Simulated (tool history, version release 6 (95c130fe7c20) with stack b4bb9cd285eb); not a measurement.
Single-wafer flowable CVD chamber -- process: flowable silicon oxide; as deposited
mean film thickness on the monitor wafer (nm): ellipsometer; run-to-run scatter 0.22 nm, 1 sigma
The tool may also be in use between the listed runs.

run  hour  heater temperature setpoint (deg C)  chamber pressure (Pa)  RF power (W)  deposition time (s)  mean film thickness on the monitor wafer (nm)
  1     0                                  110                   81.5          1595                  556                                         158.54
  2   5.5                                  110                   81.5          1415                  556                                         151.76
  3  14.6                                  110                   96.1          1415                  556                                         178.06
  4  16.9                                  110                   96.1          1415                  573                                         182.81
  5  22.6                                  114                   96.1          1415                  573                                          158.6
  6    24                                  117                   96.1          1415                  573                                         143.23

Run 7 is up next; what results do you expect?
  7  30.5                                  119                   96.1          1415                  573                                              ?

mean film thickness on the monitor wafer (nm): 133.36

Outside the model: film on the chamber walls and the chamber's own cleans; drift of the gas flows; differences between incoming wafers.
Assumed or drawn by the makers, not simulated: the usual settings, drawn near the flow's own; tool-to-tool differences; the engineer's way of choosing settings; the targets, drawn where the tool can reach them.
